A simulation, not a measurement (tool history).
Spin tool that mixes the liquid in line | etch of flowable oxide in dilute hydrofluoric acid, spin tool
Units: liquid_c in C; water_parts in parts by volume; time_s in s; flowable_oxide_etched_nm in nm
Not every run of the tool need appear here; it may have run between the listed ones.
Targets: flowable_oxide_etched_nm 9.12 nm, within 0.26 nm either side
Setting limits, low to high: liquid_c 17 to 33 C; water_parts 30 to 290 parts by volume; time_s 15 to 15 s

run	hour	liquid_c	water_parts	time_s	flowable_oxide_etched_nm
1	0	25	160	15	6.572
2	1.3	26.5	160	15	6.9445
3	8.4	24	160	15	6.3552
4	12.6	22.5	160	15	5.9879
5	15.5	22.5	160	15	5.9812
6	20.5	24.5	160	15	6.4704
7	28.9	26.5	160	15	6.9612
8	30.7	30.5	150	15	8.7349

4 next moves are on the table. One of them brings every result within its allowed miss. Which?
A	32.5	33	165	15	?
B	32.5	30.5	135	15	?
C	32.5	31.5	150	15	?
D	32.5	28	140	15	?

move	flowable_oxide_etched_nm
A	8.4877
B	9.8938
C	9.0434
D	8.6494
A: further off than the last run
B: the result that was furthest off in the last run now lies on the other side of its target
C: each result inside its tolerance
D: further off than the last run
C meets every target.
